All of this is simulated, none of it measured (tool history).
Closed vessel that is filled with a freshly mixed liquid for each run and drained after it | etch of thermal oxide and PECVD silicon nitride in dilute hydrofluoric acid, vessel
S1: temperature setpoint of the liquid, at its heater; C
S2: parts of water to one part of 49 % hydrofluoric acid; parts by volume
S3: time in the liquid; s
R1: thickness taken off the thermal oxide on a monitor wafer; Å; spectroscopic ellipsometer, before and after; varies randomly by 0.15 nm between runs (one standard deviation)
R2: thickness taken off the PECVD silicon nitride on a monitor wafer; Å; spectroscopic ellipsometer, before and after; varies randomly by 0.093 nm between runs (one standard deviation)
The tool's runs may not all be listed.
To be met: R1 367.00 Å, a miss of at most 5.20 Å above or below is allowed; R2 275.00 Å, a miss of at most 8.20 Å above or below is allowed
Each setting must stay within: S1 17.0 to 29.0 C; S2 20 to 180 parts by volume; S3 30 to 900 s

run 1 hour=0.0 | S1=21.0 S2=100 S3=460 | R1=202.63 R2=153.57
run 2 hour=4.7 | S1=22.0 S2=85 S3=450 | R1=246.94 R2=188.48
run 3 hour=7.7 | S1=22.0 S2=70 S3=450 | R1=308.41 R2=228.48
run 4 hour=11.1 | S1=22.5 S2=65 S3=445 | R1=337.35 R2=251.32
run 5 hour=19.4 | S1=22.5 S2=35 S3=445 | R1=645.08 R2=458.69
run 6 hour=28.0 | S1=22.5 S2=20 S3=445 | R1=1149.10 R2=778.15
run 7 hour=36.2 | S1=22.5 S2=35 S3=445 | R1=640.02 R2=458.16
run 8 hour=44.7 | S1=22.5 S2=35 S3=445 | R1=649.52 R2=459.91
run 9 hour=47.7 | S1=21.5 S2=75 S3=470 | R1=290.00 R2=215.04
run 10 hour=52.6 | S1=22.0 S2=70 S3=460 | R1=314.10 R2=231.77
run 11 hour=61.5 | S1=22.5 S2=65 S3=460 | R1=346.93 R2=258.59
run 12 hour=67.8 | S1=22.5 S2=65 S3=465 | R1=350.94 R2=261.84
run 13 hour=73.4 | S1=22.5 S2=65 S3=470 | R1=354.89 R2=264.41
run 14 hour=79.1 | S1=22.5 S2=65 S3=475 | R1=360.27 R2=267.33
run 15 hour=82.9 | S1=22.5 S2=65 S3=475 | R1=358.71 R2=266.94

Next run, 5 choices. One meets every target within its allowed miss, the rest don't. Which?
run A hour=86.7 | S1=25.0 S2=80 S3=535 | R1=? R2=?
run B hour=86.7 | S1=25.0 S2=65 S3=440 | R1=? R2=?
run C hour=86.7 | S1=23.0 S2=60 S3=440 | R1=? R2=?
run D hour=86.7 | S1=23.5 S2=80 S3=615 | R1=? R2=?
run E hour=86.7 | S1=24.5 S2=70 S3=485 | R1=? R2=?

move=A R1=355.38 R2=291.03
move=B R1=366.89 R2=293.75
move=C R1=368.75 R2=277.90
move=D R1=384.66 R2=302.85
move=E R1=365.61 R2=291.16
A: the biggest miss grows against the last run
B: the worst result of the last run now meets its target, but another is out of spec
C: in spec on every target
D: the result that was furthest off in the last run now lies on the other side of its target
E: the worst result of the last run now meets its target, but another is out of spec
Move C is the one to make.
